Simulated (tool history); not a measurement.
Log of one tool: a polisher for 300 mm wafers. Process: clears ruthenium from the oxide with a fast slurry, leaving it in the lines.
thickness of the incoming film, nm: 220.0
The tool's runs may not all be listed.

run    day  flow of slurry (ml/min)  pressure of the wafer on the pad (psi)  speed of the pad under the wafer (m/s)  abrasive content of the slurry  overpolish time after the end point (s)  time until the end point was called (s)  dishing of a wide line in a test structure (angstrom)
  1  0.000                      205                                     2.6                                    1.14                             1.0                                       18                                   47.085                                                 581.32
  2  0.183                      205                                     2.4                                    1.14                             1.0                                       18                                   50.073                                                 548.49
  3  0.412                      205                                     2.4                                    1.14                             1.2                                       18                                   47.370                                                 584.66
  4  0.679                      205                                     2.2                                    1.14                             1.2                                       18                                   51.430                                                 549.89
  5  0.946                      160                                     2.2                                    1.14                             1.2                                       18                                   52.816                                                 526.33
  6  1.304                      160                                     2.1                                    1.14                             1.2                                       18                                   53.847                                                 525.63
  7  1.542                      160                                     2.0                                    1.14                             1.2                                       18                                   58.341                                                 497.37

The next listed run, before its measurement:
  8  1.629                      160                                     1.9                                    1.14                             1.2                                       18                                        ?                                                      ?

{"run 8": {"time until the end point was called (s)": 60.609, "dishing of a wide line in a test structure (angstrom)": 456.05}}

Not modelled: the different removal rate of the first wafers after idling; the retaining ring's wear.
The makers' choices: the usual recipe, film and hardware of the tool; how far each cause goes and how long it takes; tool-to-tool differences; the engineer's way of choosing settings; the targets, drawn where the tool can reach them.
